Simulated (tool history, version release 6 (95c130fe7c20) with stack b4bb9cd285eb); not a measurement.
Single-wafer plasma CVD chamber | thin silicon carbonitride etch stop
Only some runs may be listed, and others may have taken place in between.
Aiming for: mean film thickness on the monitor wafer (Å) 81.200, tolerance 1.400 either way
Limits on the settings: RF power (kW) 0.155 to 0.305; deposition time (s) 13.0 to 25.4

run	hour	RF power (kW)	deposition time (s)	mean film thickness on the monitor wafer (Å)
1	0.0	0.230	19.2	104.340
2	3.8	0.205	19.2	99.758
3	5.0	0.190	19.2	97.509
4	5.8	0.225	19.2	103.450
5	6.8	0.225	21.8	117.910
6	8.6	0.225	23.8	127.750
7	17.0	0.215	22.6	120.210
8	20.1	0.205	21.6	112.880
9	28.2	0.200	20.7	107.570
10	33.6	0.165	17.6	84.802
11	41.4	0.165	17.5	84.068
12	44.5	0.165	17.4	83.220

Exactly one of the 4 candidate moves below puts every result within its allowed miss. Which one?
A	47.6	0.195	16.6	?
B	47.6	0.155	18.5	?
C	47.6	0.165	17.5	?
D	47.6	0.170	16.7	?

move	mean film thickness on the monitor wafer (Å)
A	85.265
B	87.144
C	84.444
D	81.504
A: moves away from the targets compared with the last run
B: moves away from the targets compared with the last run
C: moves away from the targets compared with the last run
D: all results land within tolerance of their targets
So the answer is move D, the one that meets all the targets.
